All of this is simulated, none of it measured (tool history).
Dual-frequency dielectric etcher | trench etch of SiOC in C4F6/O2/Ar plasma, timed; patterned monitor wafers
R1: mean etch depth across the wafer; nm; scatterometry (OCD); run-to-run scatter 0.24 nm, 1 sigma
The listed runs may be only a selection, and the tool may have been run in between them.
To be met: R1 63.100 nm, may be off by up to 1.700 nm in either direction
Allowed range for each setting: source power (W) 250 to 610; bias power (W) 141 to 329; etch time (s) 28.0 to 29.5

run 1 hour=0.0 | source_power_(W)=430 bias_power_(W)=235 etch_time_(s)=28.0 | R1=70.136
run 2 hour=7.5 | source_power_(W)=410 bias_power_(W)=230 etch_time_(s)=28.0 | R1=68.775
run 3 hour=14.8 | source_power_(W)=410 bias_power_(W)=209 etch_time_(s)=28.0 | R1=66.398
run 4 hour=21.4 | source_power_(W)=400 bias_power_(W)=207 etch_time_(s)=28.0 | R1=66.282
run 5 hour=25.4 | source_power_(W)=400 bias_power_(W)=248 etch_time_(s)=28.0 | R1=69.529
run 6 hour=27.6 | source_power_(W)=380 bias_power_(W)=243 etch_time_(s)=28.0 | R1=68.324
run 7 hour=30.3 | source_power_(W)=360 bias_power_(W)=238 etch_time_(s)=28.0 | R1=66.086
run 8 hour=31.2 | source_power_(W)=350 bias_power_(W)=236 etch_time_(s)=28.0 | R1=65.091

Which of these 5 next moves meets every target?
run A hour=32.1 | source_power_(W)=410 bias_power_(W)=214 etch_time_(s)=29.0 | R1=?
run B hour=32.1 | source_power_(W)=340 bias_power_(W)=228 etch_time_(s)=29.5 | R1=?
run C hour=32.1 | source_power_(W)=330 bias_power_(W)=234 etch_time_(s)=28.0 | R1=?
run D hour=32.1 | source_power_(W)=260 bias_power_(W)=290 etch_time_(s)=29.5 | R1=?
run E hour=32.1 | source_power_(W)=360 bias_power_(W)=247 etch_time_(s)=28.0 | R1=?

move=A R1=69.374
move=B R1=67.463
move=C R1=63.909
move=D R1=66.747
move=E R1=66.987
A: its largest miss is bigger than the last run's
B: its largest miss is bigger than the last run's
C: meets every target
D: its largest miss is bigger than the last run's
E: its largest miss is bigger than the last run's
C is the move that brings every result within its allowed miss.
